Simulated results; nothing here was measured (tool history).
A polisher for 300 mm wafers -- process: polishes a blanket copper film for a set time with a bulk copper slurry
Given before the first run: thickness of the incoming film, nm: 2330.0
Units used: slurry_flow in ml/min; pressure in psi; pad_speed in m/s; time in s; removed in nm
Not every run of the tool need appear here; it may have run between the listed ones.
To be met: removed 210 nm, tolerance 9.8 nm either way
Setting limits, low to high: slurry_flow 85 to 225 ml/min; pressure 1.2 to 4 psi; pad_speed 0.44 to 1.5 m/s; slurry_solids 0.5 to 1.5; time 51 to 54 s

{"run": 1, "day": 0.0, "slurry_flow": 145, "pressure": 2.6, "pad_speed": 0.96, "slurry_solids": 1, "time": 51, "removed": 383.26}
{"run": 2, "day": 0.054, "slurry_flow": 145, "pressure": 2.6, "pad_speed": 0.96, "slurry_solids": 1, "time": 54, "removed": 416.4}
{"run": 3, "day": 0.279, "slurry_flow": 145, "pressure": 2.5, "pad_speed": 0.94, "slurry_solids": 1, "time": 54, "removed": 395.7}
{"run": 4, "day": 0.362, "slurry_flow": 145, "pressure": 2.5, "pad_speed": 0.94, "slurry_solids": 1, "time": 54, "removed": 395.06}
{"run": 5, "day": 0.404, "slurry_flow": 145, "pressure": 2.4, "pad_speed": 0.92, "slurry_solids": 1, "time": 54, "removed": 376.9}
{"run": 6, "day": 0.517, "slurry_flow": 145, "pressure": 2.3, "pad_speed": 0.9, "slurry_solids": 1, "time": 54, "removed": 355.54}
{"run": 7, "day": 0.754, "slurry_flow": 145, "pressure": 2.2, "pad_speed": 0.88, "slurry_solids": 1, "time": 54, "removed": 333.52}
{"run": 8, "day": 0.858, "slurry_flow": 145, "pressure": 2.1, "pad_speed": 0.88, "slurry_solids": 1, "time": 54, "removed": 317.87}
{"run": 9, "day": 1.212, "slurry_flow": 145, "pressure": 2, "pad_speed": 0.88, "slurry_solids": 1, "time": 54, "removed": 299.25}
{"run": 10, "day": 1.533, "slurry_flow": 145, "pressure": 1.9, "pad_speed": 0.88, "slurry_solids": 1, "time": 54, "removed": 287.94}
{"run": 11, "day": 1.883, "slurry_flow": 145, "pressure": 1.8, "pad_speed": 0.88, "slurry_solids": 1, "time": 54, "removed": 278.59}
{"run": 12, "day": 2.1, "slurry_flow": 145, "pressure": 1.7, "pad_speed": 0.88, "slurry_solids": 1, "time": 54, "removed": 257.51}
{"run": 13, "day": 2.429, "slurry_flow": 140, "pressure": 1.2, "pad_speed": 0.86, "slurry_solids": 1, "time": 54, "removed": 182.54}
{"run": 14, "day": 2.483, "slurry_flow": 145, "pressure": 1.2, "pad_speed": 0.86, "slurry_solids": 1, "time": 54, "removed": 187.69}
{"run": 15, "day": 2.783, "slurry_flow": 155, "pressure": 1.3, "pad_speed": 0.86, "slurry_solids": 1, "time": 54, "removed": 199.98}

Which single option among these 5 for the next run brings every result within its allowed miss of target? Just one does.
{"run": "A", "day": 3.083, "slurry_flow": 140, "pressure": 1.2, "pad_speed": 0.9, "slurry_solids": 1, "time": 54, "removed": "?"}
{"run": "B", "day": 3.083, "slurry_flow": 185, "pressure": 1.5, "pad_speed": 0.82, "slurry_solids": 0.95, "time": 51, "removed": "?"}
{"run": "C", "day": 3.083, "slurry_flow": 180, "pressure": 1.3, "pad_speed": 0.78, "slurry_solids": 1.2, "time": 52, "removed": "?"}
{"run": "D", "day": 3.083, "slurry_flow": 190, "pressure": 1.4, "pad_speed": 0.74, "slurry_solids": 0.9, "time": 54, "removed": "?"}
{"run": "E", "day": 3.083, "slurry_flow": 155, "pressure": 1.2, "pad_speed": 0.88, "slurry_solids": 0.85, "time": 51, "removed": "?"}

move=A removed=189.71
move=B removed=208.23
move=C removed=184.6
move=D removed=186.33
move=E removed=173.4
A: moves away from the targets compared with the last run
B: each result inside its tolerance
C: moves away from the targets compared with the last run
D: moves away from the targets compared with the last run
E: moves away from the targets compared with the last run
Correct choice: B, which meets every target
